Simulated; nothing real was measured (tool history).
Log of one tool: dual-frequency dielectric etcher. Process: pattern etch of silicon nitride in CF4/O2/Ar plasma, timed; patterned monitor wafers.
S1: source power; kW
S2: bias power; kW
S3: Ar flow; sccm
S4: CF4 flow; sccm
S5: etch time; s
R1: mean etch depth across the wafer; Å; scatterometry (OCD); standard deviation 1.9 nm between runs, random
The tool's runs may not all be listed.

| run | hour | S1 | S2 | S3 | S4 | S5 | R1 |
|---|---|---|---|---|---|---|---|
| 1 | 0.0 | 0.570 | 0.053 | 110 | 80 | 230.5 | 4783.0 |
| 2 | 3.0 | 0.660 | 0.053 | 110 | 80 | 230.5 | 5373.1 |
| 3 | 4.7 | 0.660 | 0.046 | 110 | 80 | 230.5 | 4952.8 |
| 4 | 10.0 | 0.660 | 0.046 | 95 | 80 | 230.5 | 5082.8 |
| 5 | 13.9 | 0.660 | 0.046 | 113 | 80 | 230.5 | 4912.8 |
| 6 | 18.1 | 0.610 | 0.046 | 113 | 80 | 230.5 | 4610.9 |
|  | 26.0 | Ar flow controller replaced |
| 7 | 26.0 | 0.570 | 0.046 | 113 | 80 | 230.5 | 4321.2 |
| 8 | 26.8 | 0.550 | 0.046 | 113 | 80 | 230.5 | 4197.7 |
| 9 | 35.6 | 0.530 | 0.046 | 113 | 80 | 230.5 | 4099.0 |
| 10 | 38.5 | 0.510 | 0.046 | 113 | 80 | 230.5 | 3950.3 |
| 11 | 42.8 | 0.500 | 0.046 | 113 | 80 | 230.5 | 3883.9 |

Run 12, settings as shown, results not yet in. Your forecast:
| 12 | 50.3 | 0.490 | 0.046 | 113 | 80 | 230.5 | ? |

R1: 3832.3 Å
